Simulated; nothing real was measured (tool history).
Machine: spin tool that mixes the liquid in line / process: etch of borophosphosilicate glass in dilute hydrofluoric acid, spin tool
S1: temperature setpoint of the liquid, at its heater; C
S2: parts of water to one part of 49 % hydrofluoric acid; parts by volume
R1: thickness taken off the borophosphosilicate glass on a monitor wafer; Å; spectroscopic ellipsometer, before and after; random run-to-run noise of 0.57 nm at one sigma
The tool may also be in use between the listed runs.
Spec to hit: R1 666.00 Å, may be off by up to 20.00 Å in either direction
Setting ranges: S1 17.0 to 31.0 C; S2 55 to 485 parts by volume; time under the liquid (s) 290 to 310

{"run": 1, "hour": 0.0, "S1": 23.0, "S2": 270, "time under the liquid (s)": 290, "R1": 561.33}
{"run": 2, "hour": 1.6, "S1": 23.0, "S2": 270, "time under the liquid (s)": 290, "R1": 561.66}
{"run": 3, "hour": 10.6, "S1": 24.0, "S2": 270, "time under the liquid (s)": 290, "R1": 581.5}
{"run": 4, "hour": 13.8, "S1": 24.5, "S2": 270, "time under the liquid (s)": 290, "R1": 593.08}
{"run": 5, "hour": 21.8, "S1": 24.5, "S2": 190, "time under the liquid (s)": 290, "R1": 909.77}
{"run": 6, "hour": 28.1, "S1": 21.5, "S2": 190, "time under the liquid (s)": 290, "R1": 819.35}
{"run": 7, "hour": 34.3, "S1": 20.5, "S2": 195, "time under the liquid (s)": 290, "R1": 761.25}
{"run": 8, "hour": 38.8, "S1": 20.0, "S2": 195, "time under the liquid (s)": 290, "R1": 748.01}
{"run": 9, "hour": 45.1, "S1": 19.5, "S2": 195, "time under the liquid (s)": 290, "R1": 738.4}
{"run": 10, "hour": 52.8, "S1": 19.5, "S2": 195, "time under the liquid (s)": 290, "R1": 730.93}
{"run": 11, "hour": 61.4, "S1": 19.0, "S2": 195, "time under the liquid (s)": 290, "R1": 714.34}
{"run": 12, "hour": 65.6, "S1": 18.5, "S2": 195, "time under the liquid (s)": 290, "R1": 694.58}

Of the 4 settings listed for the next run, only one would bring every result within its allowed miss of target. Which one?
{"run": "A", "hour": 69.8, "S1": 17.0, "S2": 195, "time under the liquid (s)": 290, "R1": "?"}
{"run": "B", "hour": 69.8, "S1": 19.0, "S2": 220, "time under the liquid (s)": 290, "R1": "?"}
{"run": "C", "hour": 69.8, "S1": 18.0, "S2": 210, "time under the liquid (s)": 290, "R1": "?"}
{"run": "D", "hour": 69.8, "S1": 20.5, "S2": 235, "time under the liquid (s)": 290, "R1": "?"}

move=A R1=664.61
move=B R1=622.60
move=C R1=633.24
move=D R1=608.44
A: meets every target
B: takes the biggest miss from the last run beyond its target
C: takes the biggest miss from the last run beyond its target
D: takes the biggest miss from the last run beyond its target
The move that meets every target is A.
